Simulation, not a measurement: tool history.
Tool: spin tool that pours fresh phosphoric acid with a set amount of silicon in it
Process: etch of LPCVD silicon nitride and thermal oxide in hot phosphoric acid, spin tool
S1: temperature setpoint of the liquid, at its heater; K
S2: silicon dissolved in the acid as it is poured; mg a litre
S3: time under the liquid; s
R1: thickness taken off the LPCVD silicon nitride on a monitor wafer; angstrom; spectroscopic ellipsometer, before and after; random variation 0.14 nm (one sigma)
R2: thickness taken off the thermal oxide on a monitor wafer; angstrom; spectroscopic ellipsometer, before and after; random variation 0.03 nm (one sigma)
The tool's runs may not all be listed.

run 1 hour=0 | S1=432.15 S2=19 S3=180 | R1=144.74 R2=2.9972
run 2 hour=3.5 | S1=432.65 S2=21 S3=180 | R1=147.57 R2=2.7422
run 3 hour=12.4 | S1=433.15 S2=22 S3=180 | R1=147.62 R2=3.1796
run 4 hour=19.9 | S1=433.15 S2=23.5 S3=185 | R1=155.16 R2=3.1711
run 5 hour=22.6 | S1=433.15 S2=23.5 S3=105 | R1=87.351 R2=2.0824
run 6 hour=29.7 | S1=433.15 S2=25 S3=120 | R1=99.632 R2=1.4923
run 7 hour=36.1 | S1=433.65 S2=26 S3=130 | R1=108.71 R2=2.204
run 8 hour=44.2 | S1=433.65 S2=28 S3=140 | R1=116.56 R2=1.6188

Run 9 comes next. What will it give?
run 9 hour=46.9 | S1=434.15 S2=28.5 S3=145 | R1=? R2=?

{"run 9": {"R1": 123.41, "R2": 2.4867}}
